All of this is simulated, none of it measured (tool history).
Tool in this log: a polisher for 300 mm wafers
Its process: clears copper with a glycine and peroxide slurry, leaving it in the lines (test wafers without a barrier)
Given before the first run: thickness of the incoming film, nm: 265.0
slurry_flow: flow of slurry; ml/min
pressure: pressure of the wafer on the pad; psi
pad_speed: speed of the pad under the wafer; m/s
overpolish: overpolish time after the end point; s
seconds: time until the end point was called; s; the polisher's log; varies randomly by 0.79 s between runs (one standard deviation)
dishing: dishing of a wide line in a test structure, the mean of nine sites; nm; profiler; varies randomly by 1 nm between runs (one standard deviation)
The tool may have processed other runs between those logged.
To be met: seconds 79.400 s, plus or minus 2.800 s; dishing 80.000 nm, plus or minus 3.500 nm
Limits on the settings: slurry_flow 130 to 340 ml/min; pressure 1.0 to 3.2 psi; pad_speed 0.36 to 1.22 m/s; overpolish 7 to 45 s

run  hour  slurry_flow  pressure  pad_speed  overpolish  seconds  dishing
  1   0.0          220       2.1       0.78          23   85.105   50.730
  2   3.3          270       2.1       0.78          23   84.387   51.468
  3   4.1          245       2.1       0.78          23   84.216   50.987
  4   5.5          245       2.1       0.96          23   72.187   56.507
  5  13.3          245       2.1       0.94          26   73.233   64.222
  6  15.9          245       2.0       0.94          28   75.513   64.441
  7  17.1          245       2.0       0.92          30   77.517   68.004
  8  20.8          245       2.0       0.92          32   78.190   69.208
  9  29.6          245       2.0       0.92          34   77.993   74.052

Exactly one of the 4 candidate moves below puts every result within its allowed miss. Which one?
  A  38.4          250       1.8       1.00          40        ?        ?
  B  38.4          340       2.1       0.88          31        ?        ?
  C  38.4          240       1.9       0.94          33        ?        ?
  D  38.4          260       2.0       0.98          32        ?        ?

move  seconds  dishing
   A   80.815   81.160
   B   76.867   71.497
   C   81.686   70.822
   D   75.413   73.572
A: hits every target within its allowed miss
B: its largest miss is bigger than the last run's
C: its largest miss is bigger than the last run's
D: its largest miss is bigger than the last run's
Go with A: it meets all targets.
